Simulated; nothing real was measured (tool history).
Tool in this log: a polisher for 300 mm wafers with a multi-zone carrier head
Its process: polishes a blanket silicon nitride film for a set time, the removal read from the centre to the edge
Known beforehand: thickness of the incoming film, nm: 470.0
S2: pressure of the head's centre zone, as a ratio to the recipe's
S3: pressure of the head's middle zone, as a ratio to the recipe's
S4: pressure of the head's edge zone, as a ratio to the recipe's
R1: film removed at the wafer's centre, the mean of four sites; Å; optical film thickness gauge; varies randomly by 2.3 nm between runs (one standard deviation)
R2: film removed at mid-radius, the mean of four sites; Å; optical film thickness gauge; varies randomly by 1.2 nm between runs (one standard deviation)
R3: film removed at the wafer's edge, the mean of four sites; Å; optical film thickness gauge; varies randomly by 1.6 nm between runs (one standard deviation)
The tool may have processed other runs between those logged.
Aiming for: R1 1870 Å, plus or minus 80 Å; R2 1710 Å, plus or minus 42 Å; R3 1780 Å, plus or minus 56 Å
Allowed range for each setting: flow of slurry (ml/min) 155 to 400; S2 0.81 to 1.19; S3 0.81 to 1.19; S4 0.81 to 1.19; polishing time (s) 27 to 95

Run 1, hour 0: flow of slurry (ml/min) 255, S2 1, S3 1, S4 1, polishing time (s) 61. Result: R1 1493.9 Å, R2 1485.6 Å, R3 1511.6 Å.
Run 2, hour 8.1: flow of slurry (ml/min) 260, S2 1.01, S3 1.01, S4 1.02, polishing time (s) 61. Result: R1 1487.4 Å, R2 1501.8 Å, R3 1496.4 Å.
Run 3, hour 10.5: flow of slurry (ml/min) 300, S2 1.01, S3 1.01, S4 1.02, polishing time (s) 61. Result: R1 1515.7 Å, R2 1524 Å, R3 1507.7 Å.
Run 4, hour 15.5: flow of slurry (ml/min) 300, S2 1.01, S3 1.01, S4 1.02, polishing time (s) 72. Result: R1 1778.7 Å, R2 1803.7 Å, R3 1800 Å.
Run 5, hour 21.6: flow of slurry (ml/min) 300, S2 1.01, S3 1.01, S4 1.02, polishing time (s) 84. Result: R1 2109.4 Å, R2 2086.3 Å, R3 2084.1 Å.
Run 6, hour 29: flow of slurry (ml/min) 300, S2 1.05, S3 1.01, S4 1.02, polishing time (s) 84. Result: R1 2121 Å, R2 2080.8 Å, R3 2143.5 Å.
Run 7, hour 31: flow of slurry (ml/min) 295, S2 1.04, S3 1, S4 1, polishing time (s) 83. Result: R1 2155.7 Å, R2 2062.5 Å, R3 2044.2 Å.
Run 8, hour 33.9: flow of slurry (ml/min) 250, S2 0.94, S3 0.9, S4 1, polishing time (s) 76. Result: R1 1711.7 Å, R2 1710.1 Å, R3 1861.5 Å.
Run 9, hour 35: flow of slurry (ml/min) 250, S2 0.95, S3 0.9, S4 0.99, polishing time (s) 76. Result: R1 1760.1 Å, R2 1694.8 Å, R3 1831.9 Å.
Run 10, hour 40.8: flow of slurry (ml/min) 250, S2 0.95, S3 0.9, S4 0.98, polishing time (s) 76. Result: R1 1739.5 Å, R2 1702.2 Å, R3 1837.1 Å.

Of the 4 settings listed for the next run, only one would bring every result within its allowed miss of target. Which one?
Run A, hour 46.6: flow of slurry (ml/min) 260, S2 1.08, S3 0.98, S4 1.02, polishing time (s) 72. Result: R1 ?, R2 ?, R3 ?.
Run B, hour 46.6: flow of slurry (ml/min) 225, S2 1.03, S3 0.84, S4 0.98, polishing time (s) 81. Result: R1 ?, R2 ?, R3 ?.
Run C, hour 46.6: flow of slurry (ml/min) 170, S2 0.88, S3 0.89, S4 0.84, polishing time (s) 84. Result: R1 ?, R2 ?, R3 ?.
Run D, hour 46.6: flow of slurry (ml/min) 285, S2 0.95, S3 0.94, S4 0.91, polishing time (s) 72. Result: R1 ?, R2 ?, R3 ?.

move      R1      R2      R3
   A  1899.9  1703.4  1784.5
   B  1992.5  1654.4  1944.4
   C  1670.3    1716  1811.2
   D    1689  1663.9  1705.1
A: every result lands within tolerance
B: takes the result that was furthest off past its target
C: moves away from the targets compared with the last run
D: moves away from the targets compared with the last run
So the answer is move A, the one that meets all the targets.
